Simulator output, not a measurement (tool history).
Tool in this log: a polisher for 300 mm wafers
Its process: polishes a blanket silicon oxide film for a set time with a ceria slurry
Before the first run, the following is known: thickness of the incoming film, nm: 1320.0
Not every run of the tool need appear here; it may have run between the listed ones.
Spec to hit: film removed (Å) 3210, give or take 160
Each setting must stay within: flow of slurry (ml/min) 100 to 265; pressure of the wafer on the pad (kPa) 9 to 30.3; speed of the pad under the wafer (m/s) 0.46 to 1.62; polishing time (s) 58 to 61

run	hour	flow of slurry (ml/min)	pressure of the wafer on the pad (kPa)	speed of the pad under the wafer (m/s)	polishing time (s)	film removed (Å)
1	0	170	19.3	1.04	58	1978.4
2	6.4	135	19.3	1.04	58	1946.3
3	9.5	135	20	1.04	58	1993
4	18	175	20	1.04	58	2006.5
5	21.2	175	20	1.2	58	2455.9
6	25.7	135	20	1.2	58	2248
7	31.1	135	20.7	1.2	58	2410.8
8	31.8	135	21.4	1.2	58	2427.3
9	40.1	135	22.1	1.2	58	2441.7
10	43.1	135	22.8	1.2	58	2608.2
11	51.8	135	23.4	1.2	58	2670.9
12	53.7	135	24.1	1.2	58	2705.3
13	61	135	24.8	1.2	58	2856.5
14	65.4	140	26.2	1.2	58	2992.4
15	72.4	140	26.9	1.2	58	3025.6

Consider the 4 candidate settings below. Which is the only one whose results all fall within their allowed miss of target?
A	79.4	100	25.5	1.24	60	?
B	79.4	155	22.1	1.34	59	?
C	79.4	100	30.3	1	60	?
D	79.4	140	27.6	1.18	61	?

move	film removed (Å)
A	2927
B	2939.1
C	2789.3
D	3243.4
A: moves away from the targets compared with the last run
B: moves away from the targets compared with the last run
C: moves away from the targets compared with the last run
D: in spec on every target
So the answer is move D, the one that meets all the targets.

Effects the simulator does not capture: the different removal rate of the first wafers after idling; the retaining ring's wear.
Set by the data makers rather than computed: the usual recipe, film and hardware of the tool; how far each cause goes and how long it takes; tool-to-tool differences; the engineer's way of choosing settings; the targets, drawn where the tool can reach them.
